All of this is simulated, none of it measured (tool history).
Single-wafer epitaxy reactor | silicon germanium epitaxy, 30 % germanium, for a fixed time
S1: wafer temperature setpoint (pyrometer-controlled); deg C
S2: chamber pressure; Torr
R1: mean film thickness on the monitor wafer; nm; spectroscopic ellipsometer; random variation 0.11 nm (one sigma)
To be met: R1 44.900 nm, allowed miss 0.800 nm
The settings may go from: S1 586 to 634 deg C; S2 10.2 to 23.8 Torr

Run 1, day 0.000: S1 610 deg C, S2 17.0 Torr. Result: R1 72.595 nm.
Run 2, day 0.117: S1 610 deg C, S2 18.7 Torr. Result: R1 75.097 nm.
Run 3, day 0.308: S1 621 deg C, S2 18.7 Torr. Result: R1 94.128 nm.
Run 4, day 0.538: S1 631 deg C, S2 18.7 Torr. Result: R1 113.220 nm.
Run 5, day 0.608: S1 623 deg C, S2 18.2 Torr. Result: R1 96.646 nm.
Run 6, day 0.833: S1 631 deg C, S2 18.2 Torr. Result: R1 112.160 nm.
Run 7, day 0.912: S1 623 deg C, S2 17.7 Torr. Result: R1 95.244 nm.
Run 8, day 1.046: S1 616 deg C, S2 17.4 Torr. Result: R1 82.458 nm.
Run 9, day 1.329: S1 611 deg C, S2 17.2 Torr. Result: R1 74.092 nm.
Run 10, day 1.550: S1 611 deg C, S2 17.2 Torr. Result: R1 74.125 nm.
At day 1.592: pyrometer calibrated.
Run 11, day 1.592: S1 607 deg C, S2 17.1 Torr. Result: R1 61.180 nm.
Run 12, day 1.746: S1 605 deg C, S2 17.1 Torr. Result: R1 58.834 nm.

Which of these 4 next moves meets every target?
Run A, day 1.900: S1 613 deg C, S2 19.0 Torr. Result: R1 ?.
Run B, day 1.900: S1 617 deg C, S2 18.2 Torr. Result: R1 ?.
Run C, day 1.900: S1 595 deg C, S2 14.8 Torr. Result: R1 ?.
Run D, day 1.900: S1 615 deg C, S2 18.5 Torr. Result: R1 ?.

move      R1
   A  72.339
   B  76.986
   C  44.853
   D  74.472
A: further off than the last run
B: further off than the last run
C: meets every target
D: further off than the last run
The right move is C.
